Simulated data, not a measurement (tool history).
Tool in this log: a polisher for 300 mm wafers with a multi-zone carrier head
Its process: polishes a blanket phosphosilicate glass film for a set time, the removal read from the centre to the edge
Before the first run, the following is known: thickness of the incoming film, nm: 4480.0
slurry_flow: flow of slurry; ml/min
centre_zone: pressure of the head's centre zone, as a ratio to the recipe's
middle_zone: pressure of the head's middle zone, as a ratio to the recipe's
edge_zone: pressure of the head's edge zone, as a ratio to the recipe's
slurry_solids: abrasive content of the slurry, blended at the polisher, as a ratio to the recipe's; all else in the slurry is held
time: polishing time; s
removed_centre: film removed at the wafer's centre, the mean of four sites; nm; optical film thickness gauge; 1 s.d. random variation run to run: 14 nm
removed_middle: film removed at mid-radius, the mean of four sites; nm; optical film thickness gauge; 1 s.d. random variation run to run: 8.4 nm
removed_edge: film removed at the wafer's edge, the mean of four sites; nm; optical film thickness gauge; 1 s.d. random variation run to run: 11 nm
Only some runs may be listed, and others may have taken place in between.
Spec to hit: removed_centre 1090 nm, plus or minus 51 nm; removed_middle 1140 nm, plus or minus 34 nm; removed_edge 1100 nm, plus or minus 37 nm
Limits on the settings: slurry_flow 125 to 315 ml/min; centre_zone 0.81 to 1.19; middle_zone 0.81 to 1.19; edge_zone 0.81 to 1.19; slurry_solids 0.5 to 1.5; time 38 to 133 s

run	hour	slurry_flow	centre_zone	middle_zone	edge_zone	slurry_solids	time	removed_centre	removed_middle	removed_edge
1	0	205	1	1	1	1	85	900.74	877.88	880.43
2	2.7	210	1.01	1.02	1.03	1.05	85	936.88	903.43	905.41
3	8.7	210	1.01	1.02	0.99	1.05	85	931.47	916.3	901.87
4	14.4	210	1.01	1.02	0.99	1.2	85	985.73	931.69	914.37
5	17.7	230	1.01	1.02	0.99	1.2	85	998.22	937.86	947.06
6	25.3	240	1	1.05	1.01	1.25	85	980.32	990.15	968.63
7	33.4	245	1.01	1.06	1.03	1.3	85	1005.7	1019.2	985.39
8	39.3	250	1.01	1.07	1.05	1.35	85	1030.3	1032.2	1023.2
9	48.2	255	1.01	1.08	1.06	1.4	85	1041.6	1053.1	1026.4

5 next moves are on the table. One of them brings every result within its allowed miss. Which?
A	57.1	210	0.94	1.11	0.86	1.45	94	?	?	?
B	57.1	290	0.93	0.92	1.12	1.3	87	?	?	?
C	57.1	215	1.04	1.05	1.05	1.4	77	?	?	?
D	57.1	255	0.98	1.11	1.06	1.1	98	?	?	?
E	57.1	170	0.91	1.19	0.96	1.25	97	?	?	?

move	removed_centre	removed_middle	removed_edge
A	1067.6	1151.1	1012.7
B	986.29	974.28	1060.7
C	961.36	908.68	904.38
D	1095.1	1128.4	1089.5
E	981.66	1139.4	1024.4
A: puts the biggest miss on target and leaves a different result outside tolerance
B: moves away from the targets compared with the last run
C: moves away from the targets compared with the last run
D: hits every target within its allowed miss
E: puts the biggest miss on target and leaves a different result outside tolerance
So the answer is move D, the one that meets all the targets.
